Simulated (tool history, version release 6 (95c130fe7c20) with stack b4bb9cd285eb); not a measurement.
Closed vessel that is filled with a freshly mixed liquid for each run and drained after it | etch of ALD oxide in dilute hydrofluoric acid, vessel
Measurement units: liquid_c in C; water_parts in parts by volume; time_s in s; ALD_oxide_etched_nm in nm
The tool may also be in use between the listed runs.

Run 1, hour 0.0: liquid_c 21.0 C, water_parts 190 parts by volume, time_s 370 s. Result: ALD_oxide_etched_nm 25.019 nm.
Run 2, hour 4.2: liquid_c 22.0 C, water_parts 185 parts by volume, time_s 370 s. Result: ALD_oxide_etched_nm 26.917 nm.
Run 3, hour 8.6: liquid_c 23.0 C, water_parts 180 parts by volume, time_s 370 s. Result: ALD_oxide_etched_nm 28.935 nm.
Run 4, hour 16.4: liquid_c 23.5 C, water_parts 175 parts by volume, time_s 370 s. Result: ALD_oxide_etched_nm 30.275 nm.
Run 5, hour 23.6: liquid_c 25.0 C, water_parts 175 parts by volume, time_s 370 s. Result: ALD_oxide_etched_nm 32.127 nm.
Run 6, hour 26.3: liquid_c 25.5 C, water_parts 170 parts by volume, time_s 370 s. Result: ALD_oxide_etched_nm 34.035 nm.
Run 7, hour 27.0: liquid_c 26.0 C, water_parts 165 parts by volume, time_s 370 s. Result: ALD_oxide_etched_nm 35.793 nm.
Run 8, hour 36.0: liquid_c 26.5 C, water_parts 165 parts by volume, time_s 370 s. Result: ALD_oxide_etched_nm 36.561 nm.
Run 9, hour 43.8: liquid_c 27.0 C, water_parts 165 parts by volume, time_s 370 s. Result: ALD_oxide_etched_nm 37.141 nm.
Run 10, hour 46.9: liquid_c 29.0 C, water_parts 140 parts by volume, time_s 370 s. Result: ALD_oxide_etched_nm 49.067 nm.

What does the tool deliver on the next run?
Run 11, hour 52.3: liquid_c 28.0 C, water_parts 140 parts by volume, time_s 370 s. Result: ALD_oxide_etched_nm ?.

ALD_oxide_etched_nm: 47.074 nm

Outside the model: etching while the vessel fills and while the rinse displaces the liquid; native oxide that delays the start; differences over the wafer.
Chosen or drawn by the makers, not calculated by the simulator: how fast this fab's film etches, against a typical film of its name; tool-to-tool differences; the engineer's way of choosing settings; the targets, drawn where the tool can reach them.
